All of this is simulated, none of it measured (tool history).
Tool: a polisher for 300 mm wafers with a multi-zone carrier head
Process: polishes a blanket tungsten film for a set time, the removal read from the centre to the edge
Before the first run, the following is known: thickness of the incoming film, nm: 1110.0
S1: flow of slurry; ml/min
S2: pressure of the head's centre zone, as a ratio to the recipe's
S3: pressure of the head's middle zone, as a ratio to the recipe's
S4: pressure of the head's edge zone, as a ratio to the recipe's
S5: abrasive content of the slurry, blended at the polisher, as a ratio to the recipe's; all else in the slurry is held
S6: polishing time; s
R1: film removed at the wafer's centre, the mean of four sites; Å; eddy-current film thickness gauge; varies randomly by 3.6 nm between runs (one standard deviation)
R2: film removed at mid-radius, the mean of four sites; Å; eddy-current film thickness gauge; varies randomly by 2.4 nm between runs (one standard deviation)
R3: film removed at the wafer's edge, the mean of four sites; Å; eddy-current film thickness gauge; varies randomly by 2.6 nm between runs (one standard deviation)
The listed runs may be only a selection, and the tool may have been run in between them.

run,hour,S1,S2,S3,S4,S5,S6,R1,R2,R3
1,0.0,240,1.00,1.00,1.00,1.00,52,3056.3,3001.7,3097.7
2,1.3,240,0.99,0.99,0.98,0.95,52,2974.4,2972.4,3080.9
3,7.4,240,0.99,0.99,0.97,0.90,51,2937.3,2925.3,2975.1
4,13.1,240,0.99,0.94,0.97,0.90,51,2847.8,2774.7,2991.5
5,14.7,240,0.98,0.94,0.96,0.85,51,2906.2,2776.0,2883.8
6,17.9,240,0.98,0.94,1.02,0.85,51,2887.2,2771.8,2934.0

Run 7 has not been measured yet. What should we expect?
7,24.5,235,0.96,0.94,1.02,0.80,51,?,?,?

Run 7 yielded R1 2812.4 Å, R2 2723.7 Å, R3 2944.2 Å.

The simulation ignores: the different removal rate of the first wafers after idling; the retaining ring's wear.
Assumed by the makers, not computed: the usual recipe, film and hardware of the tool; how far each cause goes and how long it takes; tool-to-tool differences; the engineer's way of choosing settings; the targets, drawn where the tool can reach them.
